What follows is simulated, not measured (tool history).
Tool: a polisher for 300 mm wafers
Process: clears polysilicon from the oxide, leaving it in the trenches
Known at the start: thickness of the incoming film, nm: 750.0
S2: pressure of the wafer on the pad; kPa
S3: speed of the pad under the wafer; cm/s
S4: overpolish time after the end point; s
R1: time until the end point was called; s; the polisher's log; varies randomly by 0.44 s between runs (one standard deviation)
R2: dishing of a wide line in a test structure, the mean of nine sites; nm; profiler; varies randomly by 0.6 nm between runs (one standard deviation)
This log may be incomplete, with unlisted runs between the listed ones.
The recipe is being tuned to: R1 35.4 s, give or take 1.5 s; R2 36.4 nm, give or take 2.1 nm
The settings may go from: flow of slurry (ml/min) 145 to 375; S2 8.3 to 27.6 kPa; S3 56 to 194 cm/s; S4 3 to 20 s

Run 1, hour 0: flow of slurry (ml/min) 240, S2 17.9 kPa, S3 124 cm/s, S4 10 s. Result: R1 49.655 s, R2 50.672 nm.
Run 2, hour 1.2: flow of slurry (ml/min) 240, S2 17.9 kPa, S3 104 cm/s, S4 10 s. Result: R1 59.993 s, R2 48.934 nm.
Run 3, hour 6.4: flow of slurry (ml/min) 230, S2 18.6 kPa, S3 108 cm/s, S4 9 s. Result: R1 55.223 s, R2 46.269 nm.
Run 4, hour 11.9: flow of slurry (ml/min) 230, S2 18.6 kPa, S3 132 cm/s, S4 9 s. Result: R1 45.886 s, R2 50.394 nm.
Run 5, hour 13.2: flow of slurry (ml/min) 230, S2 18.6 kPa, S3 132 cm/s, S4 12 s. Result: R1 47.596 s, R2 53.885 nm.
Run 6, hour 21.1: flow of slurry (ml/min) 230, S2 18.6 kPa, S3 156 cm/s, S4 12 s. Result: R1 39.722 s, R2 55.121 nm.
Run 7, hour 22.1: flow of slurry (ml/min) 215, S2 18.6 kPa, S3 156 cm/s, S4 11 s. Result: R1 39.637 s, R2 55.197 nm.
Run 8, hour 23.3: flow of slurry (ml/min) 240, S2 19.3 kPa, S3 148 cm/s, S4 10 s. Result: R1 40.929 s, R2 52.599 nm.
Run 9, hour 27: flow of slurry (ml/min) 260, S2 20.7 kPa, S3 144 cm/s, S4 9 s. Result: R1 40.36 s, R2 52.167 nm.
Run 10, hour 36: flow of slurry (ml/min) 240, S2 21.4 kPa, S3 142 cm/s, S4 8 s. Result: R1 39.366 s, R2 51.88 nm.
Run 11, hour 38.7: flow of slurry (ml/min) 260, S2 20 kPa, S3 150 cm/s, S4 7 s. Result: R1 38.435 s, R2 50.155 nm.
Run 12, hour 40.5: flow of slurry (ml/min) 280, S2 18.6 kPa, S3 156 cm/s, S4 6 s. Result: R1 38.746 s, R2 48.196 nm.
Run 13, hour 49.3: flow of slurry (ml/min) 295, S2 17.9 kPa, S3 162 cm/s, S4 6 s. Result: R1 38.032 s, R2 48.346 nm.
Run 14, hour 50: flow of slurry (ml/min) 365, S2 17.2 kPa, S3 166 cm/s, S4 3 s. Result: R1 36.942 s, R2 35.328 nm.

Pick the move, out of 5, that brings all results within their allowed miss; only one does.
Run A, hour 50.7: flow of slurry (ml/min) 355, S2 21.4 kPa, S3 170 cm/s, S4 4 s. Result: R1 ?, R2 ?.
Run B, hour 50.7: flow of slurry (ml/min) 375, S2 17.2 kPa, S3 150 cm/s, S4 3 s. Result: R1 ?, R2 ?.
Run C, hour 50.7: flow of slurry (ml/min) 375, S2 16.5 kPa, S3 162 cm/s, S4 3 s. Result: R1 ?, R2 ?.
Run D, hour 50.7: flow of slurry (ml/min) 355, S2 19.3 kPa, S3 182 cm/s, S4 4 s. Result: R1 ?, R2 ?.
Run E, hour 50.7: flow of slurry (ml/min) 370, S2 14.5 kPa, S3 194 cm/s, S4 3 s. Result: R1 ?, R2 ?.

move      R1      R2
   A  31.748  44.918
   B  41.108   33.97
   C  39.211  34.949
   D  31.868  44.849
   E  35.863    36.8
A: carries the result that was furthest off beyond its target, to the other side
B: moves away from the targets compared with the last run
C: moves away from the targets compared with the last run
D: carries the result that was furthest off beyond its target, to the other side
E: in spec on every target
So the answer is move E, the one that meets all the targets.
